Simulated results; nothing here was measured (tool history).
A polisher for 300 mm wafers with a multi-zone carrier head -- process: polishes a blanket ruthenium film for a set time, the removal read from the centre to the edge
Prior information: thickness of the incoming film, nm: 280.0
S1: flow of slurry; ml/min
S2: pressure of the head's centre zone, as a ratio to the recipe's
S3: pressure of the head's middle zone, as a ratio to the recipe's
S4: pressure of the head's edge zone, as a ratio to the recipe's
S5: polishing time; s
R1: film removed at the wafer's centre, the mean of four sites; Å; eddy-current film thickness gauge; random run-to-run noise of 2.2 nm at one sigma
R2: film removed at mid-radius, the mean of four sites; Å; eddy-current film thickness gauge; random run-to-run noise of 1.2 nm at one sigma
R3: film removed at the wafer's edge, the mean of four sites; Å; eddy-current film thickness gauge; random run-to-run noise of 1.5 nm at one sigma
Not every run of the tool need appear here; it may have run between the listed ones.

run	hour	S1	S2	S3	S4	S5	R1	R2	R3
1	0	190	1	1	1	58	1030.1	1042.4	1062.5
2	6.4	195	1.02	1	1.02	60	1111.4	1069.8	1116.5
3	7.5	195	1.02	0.97	1.02	60	1078.1	1061.6	1107.5
4	15.9	195	1.04	0.97	1.04	62	1170.1	1080.8	1158.9
5	20.6	195	1.04	0.97	1.04	48	922.38	841.48	892.22
6	25	200	1.05	0.97	1.05	51	975.33	896.39	954.79
7	33.4	205	1.06	0.97	1.06	54	994.32	955.72	996.56

Run 8 comes next. What will it give?
8	41.9	195	1.07	0.97	1.06	57	?	?	?

Run 8 yielded R1 1061.8 Å, R2 1002.7 Å, R3 1061 Å.

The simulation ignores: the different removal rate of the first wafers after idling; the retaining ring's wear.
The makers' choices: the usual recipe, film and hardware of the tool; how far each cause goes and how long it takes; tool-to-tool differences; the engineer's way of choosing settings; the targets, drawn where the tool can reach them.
